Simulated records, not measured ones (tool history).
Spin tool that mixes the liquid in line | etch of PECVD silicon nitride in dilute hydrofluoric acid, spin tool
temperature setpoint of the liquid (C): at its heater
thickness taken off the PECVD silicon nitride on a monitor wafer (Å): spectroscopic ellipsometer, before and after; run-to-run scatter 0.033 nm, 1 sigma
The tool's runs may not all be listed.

run  hour  temperature setpoint of the liquid (C)  parts of water to one part of 49 % hydrofluoric acid (parts by volume)  time under the liquid (s)  thickness taken off the PECVD silicon nitride on a monitor wafer (Å)
  1     0                                      25                                                                      95                        315                                                                87.057
  2     1                                      23                                                                      95                        315                                                                77.998
  3     9                                      23                                                                      80                        315                                                                90.533
  4  14.8                                    26.5                                                                      80                        315                                                                115.04
  5  23.5                                    26.5                                                                     105                        315                                                                87.907
  6  32.2                                      30                                                                     105                        315                                                                110.03
  7  37.7                                      26                                                                     145                        315                                                                62.486
  8  46.3                                      26                                                                     145                        315                                                                61.682

For run 9, what comes out?
  9  53.8                                    23.5                                                                     145                        315                                                                     ?

{"run 9": {"thickness taken off the PECVD silicon nitride on a monitor wafer (Å)": 52.707}}
